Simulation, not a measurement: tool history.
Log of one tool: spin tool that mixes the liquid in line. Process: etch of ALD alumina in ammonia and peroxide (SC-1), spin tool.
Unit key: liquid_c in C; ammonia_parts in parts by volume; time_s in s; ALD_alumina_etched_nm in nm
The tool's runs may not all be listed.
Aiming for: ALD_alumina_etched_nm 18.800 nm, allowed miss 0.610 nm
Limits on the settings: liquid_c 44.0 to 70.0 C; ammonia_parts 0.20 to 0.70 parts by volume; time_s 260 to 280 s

run	hour	liquid_c	ammonia_parts	time_s	ALD_alumina_etched_nm
1	0.0	60.0	0.40	260	23.978
2	9.1	60.0	0.30	260	23.258
3	12.4	62.5	0.30	260	27.181
4	15.4	62.5	0.35	260	27.324
5	18.6	60.5	0.35	260	24.500
6	25.1	59.0	0.35	260	22.697
7	26.2	58.0	0.35	260	21.461
8	32.8	57.0	0.35	260	20.761
9	34.4	54.5	0.35	260	18.028

Exactly one of the 5 candidate moves below puts every result within its allowed miss. Which one?
A	36.0	52.5	0.35	280	?
B	36.0	54.5	0.25	260	?
C	36.0	53.5	0.35	260	?
D	36.0	54.5	0.30	275	?
E	36.0	54.5	0.25	265	?

move	ALD_alumina_etched_nm
A	17.309
B	17.332
C	16.962
D	18.652
E	17.665
A: misses by more than the last run did
B: misses by more than the last run did
C: misses by more than the last run did
D: every result within its allowed miss
E: misses by more than the last run did
Answer: D

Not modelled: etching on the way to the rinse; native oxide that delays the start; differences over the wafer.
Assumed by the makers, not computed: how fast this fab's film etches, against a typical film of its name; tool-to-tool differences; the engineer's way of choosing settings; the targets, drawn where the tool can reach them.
